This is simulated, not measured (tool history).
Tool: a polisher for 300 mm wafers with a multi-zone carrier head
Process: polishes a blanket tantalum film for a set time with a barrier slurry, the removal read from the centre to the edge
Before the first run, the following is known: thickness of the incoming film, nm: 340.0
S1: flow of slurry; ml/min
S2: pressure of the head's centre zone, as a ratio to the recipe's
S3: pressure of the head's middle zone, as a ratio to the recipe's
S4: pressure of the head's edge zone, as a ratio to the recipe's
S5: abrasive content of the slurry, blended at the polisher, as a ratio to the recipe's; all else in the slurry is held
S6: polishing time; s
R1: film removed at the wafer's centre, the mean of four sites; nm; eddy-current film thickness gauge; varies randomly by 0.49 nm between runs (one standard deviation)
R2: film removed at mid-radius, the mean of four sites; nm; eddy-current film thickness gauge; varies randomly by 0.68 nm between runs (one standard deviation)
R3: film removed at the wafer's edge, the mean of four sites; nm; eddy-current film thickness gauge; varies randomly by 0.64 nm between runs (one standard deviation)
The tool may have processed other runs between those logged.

{"run": 1, "hour": 0.0, "S1": 140, "S2": 1, "S3": 1, "S4": 1, "S5": 1, "S6": 63, "R1": 97.995, "R2": 100.11, "R3": 98.245}
{"run": 2, "hour": 0.9, "S1": 130, "S2": 0.97, "S3": 1.01, "S4": 0.99, "S5": 0.9, "S6": 61, "R1": 87.413, "R2": 93.358, "R3": 91.544}
{"run": 3, "hour": 5.2, "S1": 130, "S2": 1, "S3": 1.01, "S4": 0.99, "S5": 0.9, "S6": 61, "R1": 91.478, "R2": 91.347, "R3": 91.001}
{"run": 4, "hour": 6.9, "S1": 130, "S2": 1, "S3": 1.01, "S4": 0.99, "S5": 0.9, "S6": 46, "R1": 68.826, "R2": 69.819, "R3": 67.669}
{"run": 5, "hour": 14.9, "S1": 125, "S2": 0.97, "S3": 1.02, "S4": 0.98, "S5": 0.9, "S6": 46, "R1": 65.43, "R2": 69.109, "R3": 67.594}
{"run": 6, "hour": 23.0, "S1": 125, "S2": 1.01, "S3": 1.02, "S4": 0.98, "S5": 0.9, "S6": 46, "R1": 67.868, "R2": 68.962, "R3": 66.943}
{"run": 7, "hour": 25.6, "S1": 120, "S2": 0.98, "S3": 1.04, "S4": 0.97, "S5": 0.9, "S6": 46, "R1": 64.651, "R2": 69.994, "R3": 67.748}
{"run": 8, "hour": 31.6, "S1": 120, "S2": 0.96, "S3": 1.05, "S4": 0.95, "S5": 0.9, "S6": 46, "R1": 64.688, "R2": 70.456, "R3": 65.873}
{"run": 9, "hour": 38.3, "S1": 115, "S2": 0.94, "S3": 1.06, "S4": 0.95, "S5": 0.9, "S6": 46, "R1": 61.445, "R2": 69.945, "R3": 65.673}
{"run": 10, "hour": 40.4, "S1": 110, "S2": 0.93, "S3": 1.07, "S4": 0.95, "S5": 0.9, "S6": 46, "R1": 60.844, "R2": 70.552, "R3": 65.279}
{"run": 11, "hour": 46.4, "S1": 105, "S2": 0.91, "S3": 1.08, "S4": 0.95, "S5": 0.9, "S6": 46, "R1": 58.639, "R2": 70.014, "R3": 63.168}
{"run": 12, "hour": 51.3, "S1": 100, "S2": 0.89, "S3": 1.08, "S4": 0.97, "S5": 0.9, "S6": 46, "R1": 55.444, "R2": 67.258, "R3": 63.602}

Forecast run 13:
{"run": 13, "hour": 55.4, "S1": 100, "S2": 0.88, "S3": 1.09, "S4": 0.97, "S5": 0.9, "S6": 46, "R1": "?", "R2": "?", "R3": "?"}

Run 13 measured R1 55.021 nm, R2 69.759 nm, R3 64.175 nm.
